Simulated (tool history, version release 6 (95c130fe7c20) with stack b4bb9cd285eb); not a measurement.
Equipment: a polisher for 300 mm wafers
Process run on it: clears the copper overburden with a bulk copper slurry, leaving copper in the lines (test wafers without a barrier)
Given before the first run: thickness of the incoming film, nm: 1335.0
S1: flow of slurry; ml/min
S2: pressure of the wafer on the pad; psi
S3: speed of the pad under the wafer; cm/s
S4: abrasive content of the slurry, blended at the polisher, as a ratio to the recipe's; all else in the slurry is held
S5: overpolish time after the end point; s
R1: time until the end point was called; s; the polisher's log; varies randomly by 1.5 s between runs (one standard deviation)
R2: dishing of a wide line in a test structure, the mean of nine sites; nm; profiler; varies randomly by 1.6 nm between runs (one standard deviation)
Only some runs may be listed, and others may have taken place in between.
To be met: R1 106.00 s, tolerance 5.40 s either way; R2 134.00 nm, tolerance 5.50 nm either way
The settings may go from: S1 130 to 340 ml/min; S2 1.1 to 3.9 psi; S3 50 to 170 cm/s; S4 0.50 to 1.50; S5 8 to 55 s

run  hour   S1   S2   S3    S4  S5      R1      R2
  1   0.0  220  2.5  110  1.00  28  159.20  111.17
  2   7.4  220  2.5  110  1.00  37  161.48  123.72
  3  12.0  220  2.5   96  1.00  37  182.14  119.93
  4  20.1  255  2.5   96  1.00  37  181.75  116.39
  5  21.8  255  2.5   96  0.85  37  188.57  118.71
  6  22.6  260  2.8   98  0.90  33  160.89  119.64
  7  27.3  265  3.1  100  0.95  31  142.67  126.50
  8  29.8  265  3.3  102  0.95  28  128.69  130.98
  9  32.3  265  3.4  104  0.95  26  126.63  127.16
 10  35.9  265  3.5  106  0.95  25  115.78  127.72
 11  38.4  265  3.6  106  0.95  25  118.65  131.94
 12  45.2  270  3.7  106  0.95  24  113.12  131.64

Which single option among these 5 for the next run brings every result within its allowed miss of target? Just one does.
  A  52.0  295  3.9   96  1.00  30   ?   ?
  B  52.0  205  3.5  116  1.25  25   ?   ?
  C  52.0  270  3.8  110  0.95  30   ?   ?
  D  52.0  285  3.8  110  0.90  28   ?   ?
  E  52.0  295  3.8  108  1.00  20   ?   ?

move      R1      R2
   A  115.67  146.16
   B  106.10  137.64
   C  106.15  150.38
   D  106.87  146.05
   E  105.87  125.45
A: further off than the last run
B: every result within its allowed miss
C: corrects the largest miss of the last run, while another result sits out of spec
D: corrects the largest miss of the last run, while another result sits out of spec
E: corrects the largest miss of the last run, while another result sits out of spec
B meets every target.
